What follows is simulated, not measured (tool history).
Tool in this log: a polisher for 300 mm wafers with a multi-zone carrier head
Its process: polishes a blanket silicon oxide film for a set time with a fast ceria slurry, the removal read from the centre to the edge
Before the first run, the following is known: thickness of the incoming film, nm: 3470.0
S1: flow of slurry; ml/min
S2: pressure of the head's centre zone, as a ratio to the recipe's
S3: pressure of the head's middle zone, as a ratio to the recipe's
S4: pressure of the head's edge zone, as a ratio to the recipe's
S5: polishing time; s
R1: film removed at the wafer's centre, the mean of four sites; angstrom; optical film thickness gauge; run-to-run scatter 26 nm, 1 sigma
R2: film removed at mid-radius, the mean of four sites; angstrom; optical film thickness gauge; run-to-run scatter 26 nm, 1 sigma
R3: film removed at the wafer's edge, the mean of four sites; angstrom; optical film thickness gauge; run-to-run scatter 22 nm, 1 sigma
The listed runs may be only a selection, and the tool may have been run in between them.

Run 1, day 0.000: S1 180 ml/min, S2 1.00, S3 1.00, S4 1.00, S5 61 s. Result: R1 11991 angstrom, R2 11957 angstrom, R3 11966 angstrom.
Run 2, day 0.050: S1 180 ml/min, S2 1.00, S3 1.00, S4 1.00, S5 71 s. Result: R1 14199 angstrom, R2 14119 angstrom, R3 13884 angstrom.
Run 3, day 0.217: S1 180 ml/min, S2 1.00, S3 1.05, S4 1.00, S5 71 s. Result: R1 14115 angstrom, R2 14694 angstrom, R3 14011 angstrom.
Run 4, day 0.475: S1 180 ml/min, S2 1.00, S3 1.05, S4 1.05, S5 71 s. Result: R1 13575 angstrom, R2 14586 angstrom, R3 14018 angstrom.
Run 5, day 0.762: S1 180 ml/min, S2 1.00, S3 1.05, S4 1.05, S5 57 s. Result: R1 11291 angstrom, R2 11885 angstrom, R3 11298 angstrom.
Run 6, day 0.908: S1 190 ml/min, S2 1.04, S3 1.08, S4 1.04, S5 63 s. Result: R1 12864 angstrom, R2 13762 angstrom, R3 12768 angstrom.

What does the tool deliver on the next run?
Run 7, day 0.933: S1 200 ml/min, S2 1.08, S3 1.09, S4 1.01, S5 65 s. Result: R1 ?, R2 ?, R3 ?.

{"run 7": {"R1": 14202, "R2": 14135, "R3": 13025}}

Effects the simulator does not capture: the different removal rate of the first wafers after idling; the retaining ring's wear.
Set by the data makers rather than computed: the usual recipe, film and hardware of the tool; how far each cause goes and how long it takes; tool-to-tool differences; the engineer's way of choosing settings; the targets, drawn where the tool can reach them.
